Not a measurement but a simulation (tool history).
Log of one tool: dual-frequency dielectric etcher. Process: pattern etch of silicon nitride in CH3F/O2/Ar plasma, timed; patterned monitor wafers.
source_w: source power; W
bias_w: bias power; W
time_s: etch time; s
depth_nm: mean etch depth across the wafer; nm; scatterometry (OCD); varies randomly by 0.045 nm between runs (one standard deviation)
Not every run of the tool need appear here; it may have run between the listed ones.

Run 1, hour 0.0: source_w 360 W, bias_w 76 W, time_s 31 s. Result: depth_nm 21.180 nm.
Run 2, hour 4.7: source_w 340 W, bias_w 76 W, time_s 31 s. Result: depth_nm 20.577 nm.
Run 3, hour 7.0: source_w 330 W, bias_w 76 W, time_s 31 s. Result: depth_nm 20.204 nm.
Run 4, hour 15.2: source_w 330 W, bias_w 64 W, time_s 31 s. Result: depth_nm 18.667 nm.
Run 5, hour 16.0: source_w 330 W, bias_w 57 W, time_s 31 s. Result: depth_nm 17.690 nm.
Run 6, hour 23.2: source_w 340 W, bias_w 57 W, time_s 31 s. Result: depth_nm 18.040 nm.
Run 7, hour 26.9: source_w 400 W, bias_w 58 W, time_s 31 s. Result: depth_nm 19.935 nm.

Forecast run 8:
Run 8, hour 35.5: source_w 390 W, bias_w 58 W, time_s 31 s. Result: depth_nm ?.

depth_nm: 19.527 nm
